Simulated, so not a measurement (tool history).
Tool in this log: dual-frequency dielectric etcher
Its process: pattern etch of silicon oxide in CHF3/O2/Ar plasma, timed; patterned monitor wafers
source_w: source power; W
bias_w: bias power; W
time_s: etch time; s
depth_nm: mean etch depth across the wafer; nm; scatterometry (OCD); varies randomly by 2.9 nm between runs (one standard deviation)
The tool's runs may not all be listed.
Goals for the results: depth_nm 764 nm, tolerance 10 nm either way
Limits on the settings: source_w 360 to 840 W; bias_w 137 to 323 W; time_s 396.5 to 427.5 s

run  hour  source_w  bias_w  time_s  depth_nm
  1     0       600     230   427.5    883.14
  2   7.9       600     230   427.5     883.9
  3  12.6       690     230   427.5    953.53
  4    19       620     228   427.5    896.23
  5  25.5       620     228   396.5    832.97
  6  30.1       590     227   396.5    807.41
  7  36.4       590     227   396.5    810.74
  8  44.9       570     227   396.5    789.66

Exactly one of the 4 candidate moves below puts every result within its allowed miss. Which one?
  A  53.4       600     234   402.5         ?
  B  53.4       530     228   396.5         ?
  C  53.4       510     262     416         ?
  D  53.4       550     231     412         ?

move  depth_nm
   A     833.9
   B    758.75
   C    813.47
   D    809.08
A: lands further from the targets than the last run did
B: every result lands within tolerance
C: lands further from the targets than the last run did
D: lands further from the targets than the last run did
Answer: B
